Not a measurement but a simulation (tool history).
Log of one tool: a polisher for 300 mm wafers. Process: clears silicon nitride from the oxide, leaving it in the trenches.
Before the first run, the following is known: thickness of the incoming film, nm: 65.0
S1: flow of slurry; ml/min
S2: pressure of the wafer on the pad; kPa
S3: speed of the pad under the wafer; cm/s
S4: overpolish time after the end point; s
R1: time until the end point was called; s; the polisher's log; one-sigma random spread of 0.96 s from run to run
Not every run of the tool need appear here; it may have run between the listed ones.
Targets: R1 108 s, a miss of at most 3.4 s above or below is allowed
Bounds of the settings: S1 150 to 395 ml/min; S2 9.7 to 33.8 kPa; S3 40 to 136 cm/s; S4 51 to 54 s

run    day   S1    S2  S3  S4      R1
  1      0  250  21.4  88  51  78.687
  2  0.196  250  21.4  74  51  87.163
  3  0.396  250    20  74  51  92.759
  4  0.446  250  22.8  74  51  80.963
  5  0.567  250  21.4  74  51   87.52
  6  0.825  250  24.8  74  51  74.992
  7  0.925  250  22.8  74  51  83.517
  8  1.108  245  16.5  74  51  110.85
  9    1.4  250  16.5  74  51  111.69

4 candidate next runs follow, results not yet known. Just one meets every target within its allowed miss. Identify it.
  A  1.692  345  17.2   60  54   ?
  B  1.692  150  15.2  102  51   ?
  C  1.692  225  17.2   68  54   ?
  D  1.692  240  16.5   72  54   ?

move      R1
   A  115.66
   B  108.17
   C  113.35
   D  113.29
A: misses by more than the last run did
B: each result inside its tolerance
C: misses by more than the last run did
D: misses by more than the last run did
So the answer is move B, the one that meets all the targets.
